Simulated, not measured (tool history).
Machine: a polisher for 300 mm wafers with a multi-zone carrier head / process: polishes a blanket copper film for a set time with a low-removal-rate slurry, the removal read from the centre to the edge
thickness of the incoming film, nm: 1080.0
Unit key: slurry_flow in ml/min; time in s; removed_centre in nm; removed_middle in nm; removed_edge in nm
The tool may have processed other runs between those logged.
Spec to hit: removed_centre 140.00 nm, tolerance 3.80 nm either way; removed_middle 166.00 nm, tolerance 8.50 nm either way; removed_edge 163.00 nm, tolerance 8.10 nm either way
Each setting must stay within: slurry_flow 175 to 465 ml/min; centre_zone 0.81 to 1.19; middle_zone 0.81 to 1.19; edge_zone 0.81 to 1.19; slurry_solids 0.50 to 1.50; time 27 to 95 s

{"run": 1, "hour": 0.0, "slurry_flow": 295, "centre_zone": 1.0, "middle_zone": 1.0, "edge_zone": 1.0, "slurry_solids": 1.0, "time": 61, "removed_centre": 203.23, "removed_middle": 207.75, "removed_edge": 221.74}
{"run": 2, "hour": 8.3, "slurry_flow": 295, "centre_zone": 1.0, "middle_zone": 1.0, "edge_zone": 1.0, "slurry_solids": 1.15, "time": 61, "removed_centre": 212.03, "removed_middle": 211.21, "removed_edge": 219.15}
{"run": 3, "hour": 9.9, "slurry_flow": 295, "centre_zone": 0.99, "middle_zone": 1.01, "edge_zone": 0.98, "slurry_solids": 1.1, "time": 58, "removed_centre": 196.4, "removed_middle": 202.25, "removed_edge": 206.84}
{"run": 4, "hour": 18.0, "slurry_flow": 295, "centre_zone": 0.97, "middle_zone": 1.01, "edge_zone": 0.96, "slurry_solids": 1.05, "time": 56, "removed_centre": 180.47, "removed_middle": 195.13, "removed_edge": 197.68}
{"run": 5, "hour": 26.2, "slurry_flow": 295, "centre_zone": 0.95, "middle_zone": 1.0, "edge_zone": 0.93, "slurry_solids": 1.05, "time": 55, "removed_centre": 177.62, "removed_middle": 192.56, "removed_edge": 186.22}
{"run": 6, "hour": 33.0, "slurry_flow": 295, "centre_zone": 0.95, "middle_zone": 1.03, "edge_zone": 0.93, "slurry_solids": 1.05, "time": 55, "removed_centre": 178.49, "removed_middle": 197.87, "removed_edge": 188.87}
{"run": 7, "hour": 39.0, "slurry_flow": 290, "centre_zone": 0.92, "middle_zone": 1.0, "edge_zone": 0.91, "slurry_solids": 1.0, "time": 55, "removed_centre": 171.93, "removed_middle": 188.47, "removed_edge": 186.42}
{"run": 8, "hour": 44.7, "slurry_flow": 275, "centre_zone": 0.82, "middle_zone": 1.01, "edge_zone": 0.84, "slurry_solids": 0.75, "time": 52, "removed_centre": 135.37, "removed_middle": 163.14, "removed_edge": 155.15}
{"run": 9, "hour": 47.5, "slurry_flow": 280, "centre_zone": 0.82, "middle_zone": 1.01, "edge_zone": 0.85, "slurry_solids": 0.75, "time": 52, "removed_centre": 136.12, "removed_middle": 166.79, "removed_edge": 163.51}

Below are 5 possible settings for the next run. Only one of them brings all results inside the allowed miss of their targets. Which is it?
{"run": "A", "hour": 50.3, "slurry_flow": 395, "centre_zone": 0.82, "middle_zone": 1.04, "edge_zone": 0.83, "slurry_solids": 0.5, "time": 54, "removed_centre": "?", "removed_middle": "?", "removed_edge": "?"}
{"run": "B", "hour": 50.3, "slurry_flow": 285, "centre_zone": 0.86, "middle_zone": 0.94, "edge_zone": 0.9, "slurry_solids": 0.65, "time": 57, "removed_centre": "?", "removed_middle": "?", "removed_edge": "?"}
{"run": "C", "hour": 50.3, "slurry_flow": 265, "centre_zone": 0.81, "middle_zone": 0.96, "edge_zone": 0.89, "slurry_solids": 0.7, "time": 52, "removed_centre": "?", "removed_middle": "?", "removed_edge": "?"}
{"run": "D", "hour": 50.3, "slurry_flow": 265, "centre_zone": 0.85, "middle_zone": 1.03, "edge_zone": 0.81, "slurry_solids": 0.55, "time": 54, "removed_centre": "?", "removed_middle": "?", "removed_edge": "?"}
{"run": "E", "hour": 50.3, "slurry_flow": 250, "centre_zone": 0.85, "middle_zone": 1.01, "edge_zone": 0.9, "slurry_solids": 0.65, "time": 55, "removed_centre": "?", "removed_middle": "?", "removed_edge": "?"}

move=A removed_centre=128.86 removed_middle=165.13 removed_edge=143.89
move=B removed_centre=147.77 removed_middle=167.91 removed_edge=166.54
move=C removed_centre=130.26 removed_middle=158.11 removed_edge=153.41
move=D removed_centre=131.83 removed_middle=163.34 removed_edge=142.94
move=E removed_centre=139.68 removed_middle=170.31 removed_edge=159.27
A: lands further from the targets than the last run did
B: takes the result that was furthest off past its target
C: lands further from the targets than the last run did
D: lands further from the targets than the last run did
E: all results land within tolerance of their targets
E is the move that brings every result within its allowed miss.
